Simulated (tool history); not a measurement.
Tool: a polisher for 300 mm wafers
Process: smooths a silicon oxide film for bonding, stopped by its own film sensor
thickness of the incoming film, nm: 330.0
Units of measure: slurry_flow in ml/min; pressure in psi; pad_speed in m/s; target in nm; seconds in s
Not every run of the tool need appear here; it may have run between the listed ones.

Run 1, day 0: slurry_flow 300 ml/min, pressure 1.9 psi, pad_speed 0.98 m/s, slurry_solids 1, target 234 nm. Result: seconds 117.94 s.
Run 2, day 0.171: slurry_flow 300 ml/min, pressure 1.9 psi, pad_speed 0.98 m/s, slurry_solids 1, target 234 nm. Result: seconds 121.42 s.
Run 3, day 0.283: slurry_flow 265 ml/min, pressure 1.9 psi, pad_speed 0.98 m/s, slurry_solids 1, target 234 nm. Result: seconds 119.8 s.
Run 4, day 0.321: slurry_flow 265 ml/min, pressure 1.9 psi, pad_speed 0.86 m/s, slurry_solids 1, target 234 nm. Result: seconds 135.25 s.
Run 5, day 0.608: slurry_flow 265 ml/min, pressure 1.9 psi, pad_speed 0.72 m/s, slurry_solids 1, target 234 nm. Result: seconds 153.33 s.
Run 6, day 0.721: slurry_flow 265 ml/min, pressure 2.2 psi, pad_speed 0.72 m/s, slurry_solids 1, target 234 nm. Result: seconds 136.41 s.

Run 7 has not been measured yet. What should we expect?
Run 7, day 0.792: slurry_flow 265 ml/min, pressure 2.3 psi, pad_speed 0.74 m/s, slurry_solids 1, target 234 nm. Result: seconds ?.

{"run 7": {"seconds": 124.31}}
